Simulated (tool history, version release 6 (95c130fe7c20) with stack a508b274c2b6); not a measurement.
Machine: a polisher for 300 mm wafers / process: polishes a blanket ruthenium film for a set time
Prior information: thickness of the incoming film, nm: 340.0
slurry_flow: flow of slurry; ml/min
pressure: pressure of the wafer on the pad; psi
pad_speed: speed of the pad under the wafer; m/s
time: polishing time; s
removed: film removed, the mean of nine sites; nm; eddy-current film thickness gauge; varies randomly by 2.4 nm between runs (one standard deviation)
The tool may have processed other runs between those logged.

run	hour	slurry_flow	pressure	pad_speed	time	removed
1	0	210	2.5	1.24	83	145.89
2	6.1	210	2.5	1.24	83	144.91
3	13.9	210	2.7	1.24	83	155.39
4	19.7	210	2.7	0.94	83	126.35
5	26.4	165	2.7	0.94	83	122.44
6	29.2	125	2.7	0.94	83	114.2
7	33.2	155	3	0.96	83	131.08
8	40.2	155	3	0.96	83	132.32
9	43.7	175	3.3	0.98	83	151.47
10	49.8	190	3.5	0.98	83	159.75
11	52.6	190	3.5	0.98	83	161.94
12	60.3	200	3.6	1	83	167.4

Forecast run 13:
13	61.9	205	3.7	1.02	83	?

removed: 174.2 nm
